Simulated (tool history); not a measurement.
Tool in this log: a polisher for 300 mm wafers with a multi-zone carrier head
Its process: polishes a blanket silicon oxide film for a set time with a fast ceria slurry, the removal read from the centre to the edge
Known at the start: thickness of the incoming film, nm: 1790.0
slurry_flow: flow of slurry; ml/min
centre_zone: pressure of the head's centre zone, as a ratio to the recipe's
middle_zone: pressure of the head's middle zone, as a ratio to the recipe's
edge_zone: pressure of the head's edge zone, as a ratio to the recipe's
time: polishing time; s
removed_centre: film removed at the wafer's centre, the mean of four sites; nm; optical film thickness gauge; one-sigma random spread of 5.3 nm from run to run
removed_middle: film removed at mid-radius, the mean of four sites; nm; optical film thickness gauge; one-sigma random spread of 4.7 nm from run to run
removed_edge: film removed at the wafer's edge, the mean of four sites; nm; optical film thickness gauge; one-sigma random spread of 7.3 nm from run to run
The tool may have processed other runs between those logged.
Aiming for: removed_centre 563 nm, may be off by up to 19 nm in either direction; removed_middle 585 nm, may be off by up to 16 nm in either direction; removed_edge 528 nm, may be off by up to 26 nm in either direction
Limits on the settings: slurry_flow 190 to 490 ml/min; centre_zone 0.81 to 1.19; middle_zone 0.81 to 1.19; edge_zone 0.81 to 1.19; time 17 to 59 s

run,hour,slurry_flow,centre_zone,middle_zone,edge_zone,time,removed_centre,removed_middle,removed_edge
1,0,315,1,1,1,38,731.06,751.16,730.81
2,4.6,265,1,1,1,38,719.69,735.45,714.78
3,7.7,260,1,1,0.98,37,718.71,707.9,679.31
4,13.5,260,0.98,1,0.97,36,678.78,694.52,644.66
5,18.9,190,0.98,1,0.97,36,661.49,662.57,643.25
6,27.4,190,0.98,1,0.97,36,652.04,676.81,654.8
7,35.8,190,0.98,1,0.97,36,650.9,667.07,658.57
8,39.3,200,0.97,0.99,0.96,36,652.79,670.46,651.99
9,44.8,290,0.9,0.93,0.86,30,517.65,552.12,531.09
10,52.9,295,0.91,0.93,0.86,30,523.89,542.07,526.18
11,53.7,300,0.91,0.94,0.86,30,536.74,558.21,515.37

Exactly one of the 4 candidate moves below puts every result within its allowed miss. Which one?
A,54.5,200,1.05,0.86,0.94,31,?,?,?
B,54.5,190,0.96,0.99,0.81,32,?,?,?
C,54.5,190,0.9,0.81,0.95,34,?,?,?
D,54.5,315,0.91,0.82,0.88,32,?,?,?

move,removed_centre,removed_middle,removed_edge
A,601.08,521.98,568.41
B,563.97,592.54,545.58
C,560.86,546.92,624.4
D,562.05,543.71,587.42
A: the biggest miss grows against the last run
B: each result inside its tolerance
C: the biggest miss grows against the last run
D: the biggest miss grows against the last run
So the answer is move B, the one that meets all the targets.
